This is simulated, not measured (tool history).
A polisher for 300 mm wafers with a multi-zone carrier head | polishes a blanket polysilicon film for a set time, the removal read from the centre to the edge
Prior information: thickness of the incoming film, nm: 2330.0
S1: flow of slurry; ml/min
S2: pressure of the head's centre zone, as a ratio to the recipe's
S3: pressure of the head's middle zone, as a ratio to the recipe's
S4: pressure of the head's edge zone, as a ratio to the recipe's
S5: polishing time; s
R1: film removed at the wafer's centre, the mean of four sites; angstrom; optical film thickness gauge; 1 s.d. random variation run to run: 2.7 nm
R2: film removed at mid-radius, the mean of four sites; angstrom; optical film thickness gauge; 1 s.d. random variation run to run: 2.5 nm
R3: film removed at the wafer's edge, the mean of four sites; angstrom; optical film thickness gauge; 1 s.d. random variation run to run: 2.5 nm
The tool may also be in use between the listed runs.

Run 1, day 0: S1 315 ml/min, S2 1, S3 1, S4 1, S5 36 s. Result: R1 2743.4 angstrom, R2 2822.4 angstrom, R3 2838.7 angstrom.
Run 2, day 0.192: S1 315 ml/min, S2 1.01, S3 0.97, S4 1, S5 35 s. Result: R1 2733 angstrom, R2 2592.3 angstrom, R3 2766.5 angstrom.
Run 3, day 0.321: S1 315 ml/min, S2 1.01, S3 0.95, S4 0.98, S5 34 s. Result: R1 2653.3 angstrom, R2 2488.6 angstrom, R3 2628.9 angstrom.
Run 4, day 0.579: S1 315 ml/min, S2 1.01, S3 1.03, S4 0.98, S5 34 s. Result: R1 2632 angstrom, R2 2655.4 angstrom, R3 2613.5 angstrom.
Run 5, day 0.704: S1 310 ml/min, S2 1.01, S3 1, S4 0.97, S5 33 s. Result: R1 2509.9 angstrom, R2 2545.2 angstrom, R3 2509.5 angstrom.
Run 6, day 0.829: S1 310 ml/min, S2 1.02, S3 0.97, S4 0.97, S5 32 s. Result: R1 2534 angstrom, R2 2392.1 angstrom, R3 2485 angstrom.

What will run 7 give?
Run 7, day 1.175: S1 310 ml/min, S2 1.02, S3 0.95, S4 0.96, S5 31 s. Result: R1 ?, R2 ?, R3 ?.

R1: 2435.5 angstrom
R2: 2247 angstrom
R3: 2367.3 angstrom
